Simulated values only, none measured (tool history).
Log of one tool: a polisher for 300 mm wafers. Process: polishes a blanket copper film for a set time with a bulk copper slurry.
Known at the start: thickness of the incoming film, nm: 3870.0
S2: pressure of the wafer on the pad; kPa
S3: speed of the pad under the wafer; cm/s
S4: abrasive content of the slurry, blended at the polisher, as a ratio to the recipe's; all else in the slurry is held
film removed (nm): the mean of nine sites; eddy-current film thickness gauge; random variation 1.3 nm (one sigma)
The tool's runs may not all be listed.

{"run": 1, "hour": 0.0, "flow of slurry (ml/min)": 125, "S2": 13.8, "S3": 118, "S4": 1.0, "polishing time (s)": 50, "film removed (nm)": 455.62}
{"run": 2, "hour": 2.3, "flow of slurry (ml/min)": 125, "S2": 13.8, "S3": 118, "S4": 1.2, "polishing time (s)": 50, "film removed (nm)": 463.65}
{"run": 3, "hour": 3.5, "flow of slurry (ml/min)": 120, "S2": 12.4, "S3": 114, "S4": 1.2, "polishing time (s)": 50, "film removed (nm)": 406.43}
{"run": 4, "hour": 12.3, "flow of slurry (ml/min)": 115, "S2": 11.0, "S3": 110, "S4": 1.2, "polishing time (s)": 50, "film removed (nm)": 349.07}
{"run": 5, "hour": 15.6, "flow of slurry (ml/min)": 115, "S2": 11.0, "S3": 120, "S4": 1.2, "polishing time (s)": 50, "film removed (nm)": 377.35}
{"run": 6, "hour": 22.1, "flow of slurry (ml/min)": 115, "S2": 11.0, "S3": 120, "S4": 1.4, "polishing time (s)": 50, "film removed (nm)": 383.07}
{"run": 7, "hour": 22.7, "flow of slurry (ml/min)": 115, "S2": 11.0, "S3": 120, "S4": 1.4, "polishing time (s)": 50, "film removed (nm)": 387.77}
{"run": 8, "hour": 28.8, "flow of slurry (ml/min)": 110, "S2": 10.3, "S3": 116, "S4": 1.4, "polishing time (s)": 50, "film removed (nm)": 346.36}
{"run": 9, "hour": 31.5, "flow of slurry (ml/min)": 105, "S2": 9.7, "S3": 114, "S4": 1.4, "polishing time (s)": 50, "film removed (nm)": 319.27}
{"run": 10, "hour": 40.4, "flow of slurry (ml/min)": 80, "S2": 6.2, "S3": 98, "S4": 1.4, "polishing time (s)": 50, "film removed (nm)": 166.33}
{"run": 11, "hour": 42.8, "flow of slurry (ml/min)": 90, "S2": 6.2, "S3": 98, "S4": 1.4, "polishing time (s)": 50, "film removed (nm)": 172.43}
{"run": 12, "hour": 49.2, "flow of slurry (ml/min)": 100, "S2": 6.2, "S3": 98, "S4": 1.4, "polishing time (s)": 50, "film removed (nm)": 176.81}
{"run": 13, "hour": 57.7, "flow of slurry (ml/min)": 110, "S2": 6.2, "S3": 98, "S4": 1.4, "polishing time (s)": 50, "film removed (nm)": 183.25}
{"run": 14, "hour": 63.3, "flow of slurry (ml/min)": 120, "S2": 6.2, "S3": 98, "S4": 1.4, "polishing time (s)": 50, "film removed (nm)": 185.59}
{"run": 15, "hour": 69.2, "flow of slurry (ml/min)": 130, "S2": 6.2, "S3": 98, "S4": 1.4, "polishing time (s)": 50, "film removed (nm)": 188.14}
{"run": 16, "hour": 69.9, "flow of slurry (ml/min)": 130, "S2": 6.2, "S3": 98, "S4": 1.4, "polishing time (s)": 50, "film removed (nm)": 189.33}
{"run": 17, "hour": 77.5, "flow of slurry (ml/min)": 135, "S2": 6.2, "S3": 98, "S4": 1.4, "polishing time (s)": 50, "film removed (nm)": 190.29}
{"run": 18, "hour": 80.7, "flow of slurry (ml/min)": 135, "S2": 6.2, "S3": 98, "S4": 1.4, "polishing time (s)": 50, "film removed (nm)": 191.49}
{"run": 19, "hour": 83.0, "flow of slurry (ml/min)": 140, "S2": 6.2, "S3": 98, "S4": 1.4, "polishing time (s)": 50, "film removed (nm)": 192.62}
{"run": 20, "hour": 86.9, "flow of slurry (ml/min)": 175, "S2": 6.9, "S3": 98, "S4": 1.4, "polishing time (s)": 50, "film removed (nm)": 222.97}

Forecast run 21:
{"run": 21, "hour": 90.5, "flow of slurry (ml/min)": 170, "S2": 6.9, "S3": 98, "S4": 1.4, "polishing time (s)": 50, "film removed (nm)": "?"}

Run 21 gave film removed (nm) 219.60.
